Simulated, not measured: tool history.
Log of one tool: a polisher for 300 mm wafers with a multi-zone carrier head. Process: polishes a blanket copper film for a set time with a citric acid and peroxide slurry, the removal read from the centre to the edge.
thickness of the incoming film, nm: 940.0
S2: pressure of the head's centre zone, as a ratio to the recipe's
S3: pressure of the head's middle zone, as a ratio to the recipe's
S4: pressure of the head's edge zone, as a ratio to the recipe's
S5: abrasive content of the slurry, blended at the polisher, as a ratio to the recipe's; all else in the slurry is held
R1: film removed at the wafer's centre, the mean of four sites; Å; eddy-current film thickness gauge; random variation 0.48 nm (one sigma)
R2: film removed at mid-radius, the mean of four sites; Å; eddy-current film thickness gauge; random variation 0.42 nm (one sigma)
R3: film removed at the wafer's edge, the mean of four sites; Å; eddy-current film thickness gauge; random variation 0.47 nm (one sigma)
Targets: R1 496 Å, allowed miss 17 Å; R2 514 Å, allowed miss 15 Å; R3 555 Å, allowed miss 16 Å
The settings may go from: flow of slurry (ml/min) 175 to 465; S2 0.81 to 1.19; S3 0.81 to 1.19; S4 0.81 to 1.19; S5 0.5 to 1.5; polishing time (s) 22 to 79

Run 1, day 0: flow of slurry (ml/min) 295, S2 1, S3 1, S4 1, S5 1, polishing time (s) 50. Result: R1 894.56 Å, R2 885.36 Å, R3 892.02 Å.
Run 2, day 0.242: flow of slurry (ml/min) 325, S2 1, S3 1, S4 1, S5 1, polishing time (s) 50. Result: R1 917.32 Å, R2 912.35 Å, R3 905.27 Å.
Run 3, day 0.458: flow of slurry (ml/min) 325, S2 1, S3 1, S4 0.94, S5 1, polishing time (s) 50. Result: R1 912.86 Å, R2 919.19 Å, R3 868.69 Å.
Run 4, day 0.521: flow of slurry (ml/min) 325, S2 1.05, S3 1, S4 0.94, S5 1, polishing time (s) 50. Result: R1 945.53 Å, R2 899.25 Å, R3 866.4 Å.
Run 5, day 0.55: flow of slurry (ml/min) 325, S2 1.05, S3 1, S4 0.94, S5 1.2, polishing time (s) 50. Result: R1 1012.7 Å, R2 940.88 Å, R3 911.85 Å.
Run 6, day 0.721: flow of slurry (ml/min) 325, S2 1.13, S3 1, S4 0.94, S5 1.2, polishing time (s) 50. Result: R1 1054.1 Å, R2 932.17 Å, R3 903.12 Å.
At day 0.846: worn pad replaced by a new one.
Run 7, day 0.846: flow of slurry (ml/min) 315, S2 1.09, S3 0.98, S4 0.94, S5 1.1, polishing time (s) 48. Result: R1 1021 Å, R2 931.65 Å, R3 915.33 Å.
Run 8, day 0.883: flow of slurry (ml/min) 320, S2 1.08, S3 0.99, S4 0.97, S5 1, polishing time (s) 44. Result: R1 933.48 Å, R2 842.19 Å, R3 840.05 Å.
Run 9, day 0.971: flow of slurry (ml/min) 235, S2 0.98, S3 0.89, S4 0.87, S5 0.75, polishing time (s) 30. Result: R1 521.22 Å, R2 479.57 Å, R3 499.1 Å.
Run 10, day 1.312: flow of slurry (ml/min) 240, S2 0.97, S3 0.9, S4 0.89, S5 0.75, polishing time (s) 30. Result: R1 520.22 Å, R2 486.45 Å, R3 509.38 Å.
Run 11, day 1.496: flow of slurry (ml/min) 245, S2 0.96, S3 0.91, S4 0.91, S5 0.75, polishing time (s) 30. Result: R1 515.24 Å, R2 488.03 Å, R3 511.09 Å.
Run 12, day 1.592: flow of slurry (ml/min) 250, S2 0.95, S3 0.92, S4 0.93, S5 0.75, polishing time (s) 30. Result: R1 501.94 Å, R2 497.36 Å, R3 520.01 Å.
Run 13, day 1.692: flow of slurry (ml/min) 255, S2 0.95, S3 0.92, S4 0.94, S5 0.75, polishing time (s) 30. Result: R1 507.92 Å, R2 497.15 Å, R3 515.62 Å.
Run 14, day 1.767: flow of slurry (ml/min) 255, S2 0.95, S3 0.92, S4 0.96, S5 0.75, polishing time (s) 30. Result: R1 512.2 Å, R2 493.87 Å, R3 525.39 Å.

4 next moves are on the table. One of them brings every result within its allowed miss. Which?
Run A, day 1.842: flow of slurry (ml/min) 205, S2 0.88, S3 0.84, S4 0.98, S5 0.8, polishing time (s) 31. Result: R1 ?, R2 ?, R3 ?.
Run B, day 1.842: flow of slurry (ml/min) 265, S2 0.96, S3 0.98, S4 0.94, S5 0.8, polishing time (s) 30. Result: R1 ?, R2 ?, R3 ?.
Run C, day 1.842: flow of slurry (ml/min) 280, S2 0.94, S3 0.97, S4 1.11, S5 0.9, polishing time (s) 28. Result: R1 ?, R2 ?, R3 ?.
Run D, day 1.842: flow of slurry (ml/min) 195, S2 1.01, S3 1.05, S4 1.02, S5 0.6, polishing time (s) 31. Result: R1 ?, R2 ?, R3 ?.

move      R1      R2      R3
   A   485.1  470.93  547.68
   B  531.46  534.61  531.28
   C  500.29  509.29  553.04
   D  524.13  532.85   524.2
A: brings the result that was furthest off to its target, and leaves another outside
B: further off than the last run
C: meets every target
D: as far off as the last run
Move C is the one to make.
